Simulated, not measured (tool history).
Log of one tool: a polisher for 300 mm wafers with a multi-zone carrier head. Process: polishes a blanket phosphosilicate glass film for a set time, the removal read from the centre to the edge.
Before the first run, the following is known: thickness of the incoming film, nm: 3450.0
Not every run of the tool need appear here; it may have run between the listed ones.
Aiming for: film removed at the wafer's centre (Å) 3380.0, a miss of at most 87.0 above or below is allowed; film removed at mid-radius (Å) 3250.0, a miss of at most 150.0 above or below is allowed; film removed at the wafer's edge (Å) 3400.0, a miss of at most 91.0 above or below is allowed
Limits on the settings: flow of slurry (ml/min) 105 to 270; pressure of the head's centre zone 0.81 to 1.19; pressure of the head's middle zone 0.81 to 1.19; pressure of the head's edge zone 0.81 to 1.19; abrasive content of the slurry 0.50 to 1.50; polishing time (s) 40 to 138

| run | day | flow of slurry (ml/min) | pressure of the head's centre zone | pressure of the head's middle zone | pressure of the head's edge zone | abrasive content of the slurry | polishing time (s) | film removed at the wafer's centre (Å) | film removed at mid-radius (Å) | film removed at the wafer's edge (Å) |
|---|---|---|---|---|---|---|---|---|---|---|
| 1 | 0.000 | 175 | 1.00 | 1.00 | 1.00 | 1.00 | 88 | 6555.6 | 7229.1 | 7386.5 |
| 2 | 0.175 | 175 | 1.00 | 1.00 | 1.00 | 1.10 | 88 | 6879.0 | 7418.4 | 7770.9 |
| 3 | 0.338 | 170 | 1.01 | 0.95 | 0.96 | 0.95 | 77 | 5648.9 | 5961.2 | 6211.0 |
| 4 | 0.650 | 170 | 1.01 | 0.95 | 0.96 | 0.75 | 77 | 5073.0 | 5189.3 | 5600.9 |
| 5 | 0.904 | 170 | 1.02 | 0.94 | 0.93 | 0.70 | 69 | 4419.2 | 4500.2 | 4734.2 |
| 6 | 1.225 | 170 | 0.94 | 0.94 | 0.93 | 0.70 | 69 | 4059.8 | 4506.3 | 4789.8 |
| 7 | 1.546 | 170 | 0.97 | 0.92 | 0.90 | 0.65 | 65 | 3755.8 | 4039.2 | 4160.1 |
|  | 1.917 | centre zone pressure recalibrated |
| 8 | 1.917 | 160 | 0.98 | 0.89 | 0.88 | 0.60 | 65 | 4054.9 | 3740.1 | 3985.8 |
| 9 | 1.938 | 120 | 0.88 | 0.90 | 0.81 | 0.50 | 59 | 2789.5 | 2853.4 | 2991.3 |
| 10 | 2.254 | 145 | 0.90 | 0.89 | 0.81 | 0.50 | 59 | 2954.9 | 3006.6 | 3048.5 |
| 11 | 2.404 | 160 | 0.91 | 0.88 | 0.83 | 0.50 | 58 | 3001.0 | 2934.9 | 3113.5 |
| 12 | 2.675 | 210 | 0.95 | 0.96 | 0.85 | 0.55 | 58 | 3446.5 | 3458.6 | 3407.9 |

Pick the move, out of 5, that brings all results within their allowed miss; only one does.
| A | 2.946 | 165 | 0.94 | 1.04 | 0.88 | 0.55 | 58 | ? | ? | ? |
| B | 2.946 | 185 | 0.94 | 0.91 | 0.86 | 0.55 | 58 | ? | ? | ? |
| C | 2.946 | 180 | 0.93 | 1.06 | 0.93 | 0.60 | 54 | ? | ? | ? |
| D | 2.946 | 195 | 0.95 | 1.05 | 0.92 | 0.55 | 57 | ? | ? | ? |
| E | 2.946 | 210 | 0.95 | 0.89 | 0.84 | 0.50 | 63 | ? | ? | ? |

| move | film removed at the wafer's centre (Å) | film removed at mid-radius (Å) | film removed at the wafer's edge (Å) |
|---|---|---|---|
| A | 3309.8 | 3523.8 | 3366.4 |
| B | 3369.6 | 3202.8 | 3378.2 |
| C | 3256.3 | 3555.3 | 3415.0 |
| D | 3377.5 | 3575.3 | 3435.4 |
| E | 3555.9 | 3276.5 | 3469.1 |
A: further off than the last run
B: every result lands within tolerance
C: further off than the last run
D: further off than the last run
E: corrects the largest miss of the last run, while another result sits out of spec
The right move is B.
